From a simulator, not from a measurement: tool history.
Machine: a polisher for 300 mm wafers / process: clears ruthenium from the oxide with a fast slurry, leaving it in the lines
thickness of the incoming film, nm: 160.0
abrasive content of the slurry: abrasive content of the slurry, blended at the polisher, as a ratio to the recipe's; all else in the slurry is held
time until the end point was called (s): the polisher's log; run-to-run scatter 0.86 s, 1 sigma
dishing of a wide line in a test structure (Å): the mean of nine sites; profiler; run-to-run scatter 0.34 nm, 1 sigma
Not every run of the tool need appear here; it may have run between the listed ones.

run  hour  flow of slurry (ml/min)  pressure of the wafer on the pad (psi)  speed of the pad under the wafer (m/s)  abrasive content of the slurry  overpolish time after the end point (s)  time until the end point was called (s)  dishing of a wide line in a test structure (Å)
  1     0                      205                                     1.9                                    0.82                               1                                        9                                   107.59                                          94.518
  2   1.1                      205                                     1.9                                    0.82                             1.2                                        9                                   93.662                                          103.73
  3     3                      205                                     1.9                                    0.96                             1.2                                        9                                   77.576                                           117.7
  4  10.3                      205                                     1.9                                    0.96                             1.2                                        7                                   81.188                                          101.21
  5  12.7                      205                                     1.9                                     0.8                             1.2                                        7                                   95.443                                          86.543
  6  21.3                      205                                     2.3                                     0.8                             1.2                                        7                                   78.811                                          98.049
  7  22.1                      205                                     2.4                                     0.8                             1.2                                        7                                   77.473                                          102.21
  8  30.2                      205                                     2.5                                     0.8                             1.2                                        7                                   73.872                                          104.21
  9  33.8                      205                                     2.6                                     0.8                             1.2                                        7                                   74.145                                          104.85

Run 10 has not been measured yet. What should we expect?
 10  37.6                      205                                     2.6                                    0.82                             1.2                                        7                                        ?                                               ?

{"run 10": {"time until the end point was called (s)": 70.482, "dishing of a wide line in a test structure (Å)": 104.91}}
